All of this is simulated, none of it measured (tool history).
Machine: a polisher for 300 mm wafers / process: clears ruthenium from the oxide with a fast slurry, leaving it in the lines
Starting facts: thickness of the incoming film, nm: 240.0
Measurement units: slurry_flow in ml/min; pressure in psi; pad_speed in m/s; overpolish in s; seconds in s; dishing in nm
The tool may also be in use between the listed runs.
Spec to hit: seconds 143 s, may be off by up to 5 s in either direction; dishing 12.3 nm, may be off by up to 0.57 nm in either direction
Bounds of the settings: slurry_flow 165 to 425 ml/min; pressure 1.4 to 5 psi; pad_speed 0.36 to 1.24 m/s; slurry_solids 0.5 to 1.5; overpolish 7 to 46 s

run	hour	slurry_flow	pressure	pad_speed	slurry_solids	overpolish	seconds	dishing
1	0	275	3.2	0.8	1	24	78.966	56.702
2	4.9	275	2.9	0.74	1	20	89.42	43.314
3	11.7	275	2.9	0.64	1	20	104.9	39.199
4	17.2	225	2.9	0.64	1	20	107.52	37.632
5	21.9	225	2.9	0.64	1	25	105.08	47.068
6	27.7	210	2.5	0.7	0.9	21	107.63	39.392
7	30	200	2.2	0.66	1.05	18	117.4	30.985
8	31.2	165	1.4	0.48	1.3	7	187.55	8.6412
9	39.3	180	1.6	0.48	1.3	7	173.38	8.8263
10	42.3	180	1.8	0.48	1.25	7	170.36	9.3332
11	46.3	180	2	0.48	1.2	7	160.94	9.382
12	47.1	195	2.1	0.48	1.15	7	159.13	9.7565
13	50.2	240	2.5	0.48	1.1	11	143.63	16.351
14	55.7	225	2.5	0.48	1.15	11	143.99	16.549
15	64.6	215	2.4	0.48	1.15	10	148.44	14.791
16	71.5	215	2.4	0.48	1.15	10	146.76	14.499
17	73.2	210	2.4	0.48	1.2	10	145.62	14.756
18	80.8	285	2.5	0.48	0.95	7	150.97	10.229
19	82.2	280	2.6	0.48	0.95	7	147.8	10.709

Below are 4 possible settings for the next run. Only one of them brings all results inside the allowed miss of their targets. Which is it?
A	83.6	310	2.1	0.54	1	8	?	?
B	83.6	185	1.5	0.6	1.05	10	?	?
C	83.6	255	3	0.38	1.15	9	?	?
D	83.6	285	2.4	0.44	1.05	9	?	?

move	seconds	dishing
A	143.31	12.079
B	154.48	13.929
C	158.68	12.266
D	160.57	12.127
A: every result within its allowed miss
B: takes the biggest miss from the last run beyond its target
C: the furthest-off result lands on target, but another misses its tolerance
D: the furthest-off result lands on target, but another misses its tolerance
The move that meets every target is A.
